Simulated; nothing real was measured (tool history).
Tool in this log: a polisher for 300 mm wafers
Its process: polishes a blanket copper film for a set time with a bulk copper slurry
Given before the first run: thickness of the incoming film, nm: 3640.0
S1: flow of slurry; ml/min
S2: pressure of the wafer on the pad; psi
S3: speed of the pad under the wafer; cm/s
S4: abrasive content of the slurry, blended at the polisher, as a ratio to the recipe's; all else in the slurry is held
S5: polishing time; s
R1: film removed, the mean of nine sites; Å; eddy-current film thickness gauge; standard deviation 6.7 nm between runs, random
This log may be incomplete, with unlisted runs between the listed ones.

run,day,S1,S2,S3,S4,S5,R1
1,0,320,3.2,98,1,29,3181.8
2,0.108,320,3.7,100,1,29,3727.8
3,0.404,270,3.7,100,1,29,3603.4
4,0.433,270,3.7,100,1,29,3563.4
5,0.671,270,3.7,100,1,29,3570.5
6,0.712,295,4,100,1,29,3883.9
7,0.942,300,4.3,102,1,29,4404.2

Expected results for the next run?
8,0.988,315,4.4,102,1,29,?

Logged for run 8: R1 4316.1 Å.

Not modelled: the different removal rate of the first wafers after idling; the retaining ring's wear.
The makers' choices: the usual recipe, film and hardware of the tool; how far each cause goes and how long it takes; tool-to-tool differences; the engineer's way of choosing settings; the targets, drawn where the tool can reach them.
